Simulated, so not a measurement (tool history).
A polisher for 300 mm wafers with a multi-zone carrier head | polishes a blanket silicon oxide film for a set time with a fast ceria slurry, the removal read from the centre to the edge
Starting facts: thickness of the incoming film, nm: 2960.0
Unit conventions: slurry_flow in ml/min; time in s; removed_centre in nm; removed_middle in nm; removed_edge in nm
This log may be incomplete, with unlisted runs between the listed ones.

run,hour,slurry_flow,centre_zone,middle_zone,edge_zone,time,removed_centre,removed_middle,removed_edge
1,0.0,240,1.00,1.00,1.00,72,1030.20,1015.80,990.89
2,1.5,240,0.93,1.00,1.00,72,950.01,1026.00,1001.60
3,9.5,235,0.94,0.98,0.97,70,947.87,982.37,960.45
4,18.0,235,0.99,0.98,0.97,70,998.84,969.55,958.34
5,23.1,235,0.91,0.98,0.97,70,933.58,977.23,942.26
6,26.4,235,0.91,0.98,0.97,77,1002.10,1061.40,1057.30
7,31.6,230,0.91,0.96,0.95,74,1009.40,995.17,1003.80
8,33.9,225,0.90,0.96,0.94,71,933.72,975.98,946.83

Run 9, settings as shown, results not yet in. Your forecast:
9,36.1,205,0.95,0.86,0.84,60,?,?,?

Logged for run 9: removed_centre 810.46 nm, removed_middle 738.37 nm, removed_edge 753.96 nm.
